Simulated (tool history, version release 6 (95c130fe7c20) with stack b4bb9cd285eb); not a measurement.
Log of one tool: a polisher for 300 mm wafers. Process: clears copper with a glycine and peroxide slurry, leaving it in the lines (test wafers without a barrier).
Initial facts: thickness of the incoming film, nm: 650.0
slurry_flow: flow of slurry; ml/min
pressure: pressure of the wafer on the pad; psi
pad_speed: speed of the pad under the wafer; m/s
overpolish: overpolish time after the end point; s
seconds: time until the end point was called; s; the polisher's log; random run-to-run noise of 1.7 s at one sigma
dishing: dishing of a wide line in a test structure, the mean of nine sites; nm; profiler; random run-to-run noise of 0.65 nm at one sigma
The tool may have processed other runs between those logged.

run,hour,slurry_flow,pressure,pad_speed,overpolish,seconds,dishing
1,0.0,135,2.3,1.08,17,129.80,47.383
2,3.6,135,2.3,0.94,17,148.81,44.902
3,7.2,135,2.3,0.94,11,146.07,33.349
4,9.2,135,2.3,1.20,11,122.43,37.585
5,9.9,130,2.3,1.20,13,119.34,42.205
6,15.6,130,2.3,1.20,18,123.33,49.243

Run 7 has not been measured yet. What should we expect?
7,23.0,135,2.3,1.20,19,?,?

For run 7 the tool returned seconds 121.15 s, dishing 52.872 nm.
